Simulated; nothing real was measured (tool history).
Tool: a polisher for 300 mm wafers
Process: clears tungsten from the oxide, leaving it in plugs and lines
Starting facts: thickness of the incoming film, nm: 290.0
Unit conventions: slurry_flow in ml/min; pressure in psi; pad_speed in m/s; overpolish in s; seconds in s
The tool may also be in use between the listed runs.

| run | hour | slurry_flow | pressure | pad_speed | slurry_solids | overpolish | seconds |
|---|---|---|---|---|---|---|---|
| 1 | 0.0 | 300 | 3.5 | 1.20 | 1.0 | 38 | 55.723 |
| 2 | 1.4 | 300 | 2.9 | 1.16 | 1.0 | 38 | 66.256 |
| 3 | 9.2 | 300 | 2.9 | 1.16 | 1.0 | 41 | 66.768 |
| 4 | 11.7 | 300 | 2.9 | 1.16 | 1.1 | 41 | 65.890 |
| 5 | 18.3 | 300 | 2.9 | 1.16 | 1.1 | 38 | 65.722 |
| 6 | 24.5 | 300 | 2.5 | 1.12 | 1.1 | 38 | 75.659 |

Run 7, settings as shown, results not yet in. Your forecast:
| 7 | 31.2 | 300 | 2.2 | 1.08 | 1.1 | 38 | ? |

{"run 7": {"seconds": 85.977}}
